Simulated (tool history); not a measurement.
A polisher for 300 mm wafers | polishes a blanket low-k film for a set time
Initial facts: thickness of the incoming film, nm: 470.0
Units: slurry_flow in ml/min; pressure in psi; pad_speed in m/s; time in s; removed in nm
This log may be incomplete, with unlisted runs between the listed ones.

run  hour  slurry_flow  pressure  pad_speed  slurry_solids  time  removed
  1     0          280       1.4       0.88              1   107   25.984
  2   8.9          280       1.4       0.88              1   107   26.156
  3  13.7          275       1.2       0.86              1   107   22.715
  4  22.6          245       1.2       0.86              1   107   22.688
  5  24.9          305       1.2       0.86              1   107   23.171
  6  33.1          305       1.2       0.86              1   112   24.476

Estimate the outcome of run 7 from the log above:
  7  35.5          305       1.2       0.86              1   112        ?

removed: 24.367 nm
